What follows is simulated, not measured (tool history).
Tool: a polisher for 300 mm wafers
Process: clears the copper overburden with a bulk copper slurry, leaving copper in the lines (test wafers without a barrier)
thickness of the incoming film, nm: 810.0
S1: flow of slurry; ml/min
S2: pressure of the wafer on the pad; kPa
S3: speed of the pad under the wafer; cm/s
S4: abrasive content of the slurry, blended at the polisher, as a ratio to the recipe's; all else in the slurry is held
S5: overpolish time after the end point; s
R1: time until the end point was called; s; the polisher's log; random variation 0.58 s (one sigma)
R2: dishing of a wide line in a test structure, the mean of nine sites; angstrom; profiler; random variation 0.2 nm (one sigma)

run	hour	S1	S2	S3	S4	S5	R1	R2
1	0.0	130	24.1	100	1.0	9	59.035	84.472
2	1.4	150	24.1	100	1.0	9	58.277	84.173
3	3.2	150	26.2	100	1.0	9	53.717	85.868
4	12.2	150	22.8	100	1.0	9	60.657	80.376
5	17.5	150	25.5	100	1.0	9	55.570	84.124
6	20.2	150	22.1	100	1.0	9	61.909	80.844
7	25.8	160	23.4	102	1.0	9	56.813	79.570

Forecast run 8:
8	27.5	165	24.8	102	1.0	9	?	?

R1: 54.753 s
R2: 78.595 angstrom
